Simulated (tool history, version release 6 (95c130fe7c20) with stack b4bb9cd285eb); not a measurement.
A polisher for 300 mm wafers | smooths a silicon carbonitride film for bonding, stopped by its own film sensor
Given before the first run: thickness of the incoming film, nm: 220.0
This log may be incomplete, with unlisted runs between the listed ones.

run  hour  flow of slurry (ml/min)  pressure of the wafer on the pad (kPa)  speed of the pad under the wafer (cm/s)  abrasive content of the slurry  target thickness at which the film sensor stops the polish (Å)  time until the film sensor stopped the polish (s)
  1   0.0                      180                                    16.5                                       96                            1.00                                                            1660                                             220.61
  2   4.6                      180                                    16.5                                       96                            1.20                                                            1660                                             208.23
  3  11.2                      175                                    14.5                                       84                            1.15                                                            1650                                             259.74
  4  17.9                      165                                    13.1                                       74                            1.00                                                            1650                                             328.01
  5  18.7                      165                                     9.7                                       74                            1.00                                                            1650                                             429.84
  6  23.2                      165                                     9.7                                       74                            0.85                                                            1650                                             470.44
  7  26.1                      165                                     9.0                                       68                            0.85                                                            1650                                             528.33

Predict the results of run 8:
  8  29.4                      165                                     9.0                                       66                            0.85                                                            1650                                                  ?

time until the film sensor stopped the polish (s): 533.27
